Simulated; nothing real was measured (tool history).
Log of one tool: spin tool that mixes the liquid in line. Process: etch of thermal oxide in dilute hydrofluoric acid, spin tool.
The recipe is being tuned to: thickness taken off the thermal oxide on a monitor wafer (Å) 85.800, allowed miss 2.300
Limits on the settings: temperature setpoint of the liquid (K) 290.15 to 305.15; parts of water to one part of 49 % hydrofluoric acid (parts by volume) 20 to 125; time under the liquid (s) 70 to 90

run,day,temperature setpoint of the liquid (K),parts of water to one part of 49 % hydrofluoric acid (parts by volume),time under the liquid (s),thickness taken off the thermal oxide on a monitor wafer (Å)
1,0.000,297.15,70,90,61.434
2,0.367,293.65,70,90,53.133
3,0.583,293.65,70,90,53.656
4,0.904,295.15,70,90,56.614
5,0.983,296.65,70,90,59.514
6,1.192,299.15,70,90,67.123
7,1.512,303.15,70,90,77.293
8,1.825,303.65,70,90,79.849
9,2.017,304.65,70,90,82.359

Consider the 4 candidate settings below. Which is the only one whose results all fall within their allowed miss of target?
A,2.208,301.65,50,70,?
B,2.208,304.65,65,80,?
C,2.208,305.15,65,85,?
D,2.208,304.15,70,90,?

move,thickness taken off the thermal oxide on a monitor wafer (Å)
A,82.208
B,79.244
C,85.809
D,80.564
A: about as far from the targets as the last run
B: lands further from the targets than the last run did
C: meets every target
D: lands further from the targets than the last run did
The right move is C.
